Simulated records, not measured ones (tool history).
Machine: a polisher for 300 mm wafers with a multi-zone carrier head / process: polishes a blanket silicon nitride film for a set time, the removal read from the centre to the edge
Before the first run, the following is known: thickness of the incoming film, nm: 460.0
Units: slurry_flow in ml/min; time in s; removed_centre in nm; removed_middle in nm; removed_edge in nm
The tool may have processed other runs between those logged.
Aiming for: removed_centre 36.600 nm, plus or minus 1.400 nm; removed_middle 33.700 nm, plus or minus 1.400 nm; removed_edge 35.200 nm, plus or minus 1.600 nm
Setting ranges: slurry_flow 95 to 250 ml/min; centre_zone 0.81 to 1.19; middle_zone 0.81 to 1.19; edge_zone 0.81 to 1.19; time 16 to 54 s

run	day	slurry_flow	centre_zone	middle_zone	edge_zone	time	removed_centre	removed_middle	removed_edge
1	0.000	160	1.00	1.00	1.00	35	59.216	59.047	58.511
2	0.058	160	1.00	0.99	0.99	33	54.506	55.474	55.555
3	0.192	160	1.00	0.99	0.99	25	41.761	41.880	42.357
4	0.262	140	1.00	0.99	0.99	25	40.817	41.303	42.114
5	0.308	140	1.00	0.93	0.99	25	40.835	39.044	41.816
6	0.446	140	1.00	0.93	0.99	18	29.280	28.408	30.251
7	0.667	140	1.01	0.94	1.00	18	29.234	28.423	30.644
8	0.946	140	1.02	0.94	1.00	18	29.897	28.021	30.142
9	1.079	185	1.08	1.02	1.10	21	36.744	36.711	38.513
10	1.325	185	1.08	1.02	1.09	21	37.280	35.706	36.959
11	1.358	165	1.08	0.99	1.05	21	36.147	35.775	37.296
12	1.542	170	1.07	0.98	1.04	21	36.675	35.775	37.042

Pick the move, out of 5, that brings all results within their allowed miss; only one does.
A	1.725	165	1.04	1.06	1.16	19	?	?	?
B	1.725	185	1.13	0.99	1.04	20	?	?	?
C	1.725	170	1.02	1.01	1.07	20	?	?	?
D	1.725	130	0.94	1.09	1.19	22	?	?	?
E	1.725	160	0.94	1.01	1.04	23	?	?	?

move	removed_centre	removed_middle	removed_edge
A	32.741	33.632	35.182
B	36.825	34.112	35.501
C	34.247	34.241	35.679
D	34.296	38.305	40.131
E	37.254	39.031	40.189
A: gets the furthest-off result to its target, but another result is out of tolerance
B: every result lands within tolerance
C: gets the furthest-off result to its target, but another result is out of tolerance
D: the biggest miss grows against the last run
E: the biggest miss grows against the last run
Move B is the one to make.

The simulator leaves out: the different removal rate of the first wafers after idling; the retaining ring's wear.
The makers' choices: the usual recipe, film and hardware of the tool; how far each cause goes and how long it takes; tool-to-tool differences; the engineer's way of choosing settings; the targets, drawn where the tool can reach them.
